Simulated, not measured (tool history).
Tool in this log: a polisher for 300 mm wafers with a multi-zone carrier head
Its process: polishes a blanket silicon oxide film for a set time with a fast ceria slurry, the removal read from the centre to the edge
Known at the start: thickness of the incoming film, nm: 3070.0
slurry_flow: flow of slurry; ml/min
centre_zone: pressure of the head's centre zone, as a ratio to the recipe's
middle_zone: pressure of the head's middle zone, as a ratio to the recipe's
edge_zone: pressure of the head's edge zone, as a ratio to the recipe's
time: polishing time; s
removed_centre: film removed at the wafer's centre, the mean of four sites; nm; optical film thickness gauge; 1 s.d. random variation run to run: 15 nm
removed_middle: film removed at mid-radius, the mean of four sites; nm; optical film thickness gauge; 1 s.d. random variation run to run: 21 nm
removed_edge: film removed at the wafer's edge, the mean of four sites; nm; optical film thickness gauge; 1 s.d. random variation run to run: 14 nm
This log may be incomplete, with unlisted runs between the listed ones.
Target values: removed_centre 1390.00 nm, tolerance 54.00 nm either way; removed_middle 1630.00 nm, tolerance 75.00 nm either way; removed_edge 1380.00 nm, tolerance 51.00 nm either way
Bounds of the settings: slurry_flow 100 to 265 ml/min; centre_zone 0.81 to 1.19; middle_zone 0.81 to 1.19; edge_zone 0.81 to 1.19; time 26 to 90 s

Run 1, hour 0.0: slurry_flow 170 ml/min, centre_zone 1.00, middle_zone 1.00, edge_zone 1.00, time 58 s. Result: removed_centre 973.50 nm, removed_middle 996.22 nm, removed_edge 957.05 nm.
Run 2, hour 0.7: slurry_flow 170 ml/min, centre_zone 1.00, middle_zone 1.00, edge_zone 1.00, time 51 s. Result: removed_centre 838.03 nm, removed_middle 861.21 nm, removed_edge 840.23 nm.
Run 3, hour 7.1: slurry_flow 175 ml/min, centre_zone 1.00, middle_zone 1.02, edge_zone 1.01, time 54 s. Result: removed_centre 892.60 nm, removed_middle 929.15 nm, removed_edge 908.39 nm.
Run 4, hour 11.0: slurry_flow 200 ml/min, centre_zone 1.00, middle_zone 1.02, edge_zone 1.01, time 54 s. Result: removed_centre 912.56 nm, removed_middle 943.26 nm, removed_edge 923.25 nm.
Run 5, hour 18.1: slurry_flow 200 ml/min, centre_zone 1.00, middle_zone 1.04, edge_zone 1.01, time 57 s. Result: removed_centre 974.86 nm, removed_middle 1003.50 nm, removed_edge 956.63 nm.
Run 6, hour 20.5: slurry_flow 200 ml/min, centre_zone 1.00, middle_zone 1.07, edge_zone 1.01, time 57 s. Result: removed_centre 947.68 nm, removed_middle 1019.90 nm, removed_edge 944.73 nm.
Run 7, hour 26.6: slurry_flow 200 ml/min, centre_zone 1.00, middle_zone 1.07, edge_zone 1.01, time 57 s. Result: removed_centre 963.97 nm, removed_middle 1015.50 nm, removed_edge 957.31 nm.
Run 8, hour 32.6: slurry_flow 200 ml/min, centre_zone 0.99, middle_zone 1.08, edge_zone 1.01, time 60 s. Result: removed_centre 1010.50 nm, removed_middle 1113.40 nm, removed_edge 1010.80 nm.
Run 9, hour 35.0: slurry_flow 230 ml/min, centre_zone 1.04, middle_zone 1.17, edge_zone 1.11, time 76 s. Result: removed_centre 1365.90 nm, removed_middle 1519.10 nm, removed_edge 1344.30 nm.

Which of these 4 next moves meets every target?
Run A, hour 37.4: slurry_flow 255 ml/min, centre_zone 0.99, middle_zone 0.93, edge_zone 1.06, time 81 s. Result: removed_centre ?, removed_middle ?, removed_edge ?.
Run B, hour 37.4: slurry_flow 215 ml/min, centre_zone 1.13, middle_zone 1.05, edge_zone 1.19, time 76 s. Result: removed_centre ?, removed_middle ?, removed_edge ?.
Run C, hour 37.4: slurry_flow 225 ml/min, centre_zone 1.03, middle_zone 1.19, edge_zone 1.08, time 79 s. Result: removed_centre ?, removed_middle ?, removed_edge ?.
Run D, hour 37.4: slurry_flow 235 ml/min, centre_zone 1.04, middle_zone 1.11, edge_zone 1.14, time 77 s. Result: removed_centre ?, removed_middle ?, removed_edge ?.

move  removed_centre  removed_middle  removed_edge
   A         1382.40         1411.00       1414.40
   B         1448.40         1422.40       1369.70
   C         1381.90         1644.10       1369.80
   D         1367.80         1523.90       1373.00
A: lands further from the targets than the last run did
B: lands further from the targets than the last run did
C: every result lands within tolerance
D: no nearer and no further than the last run
Correct choice: C, which meets every target
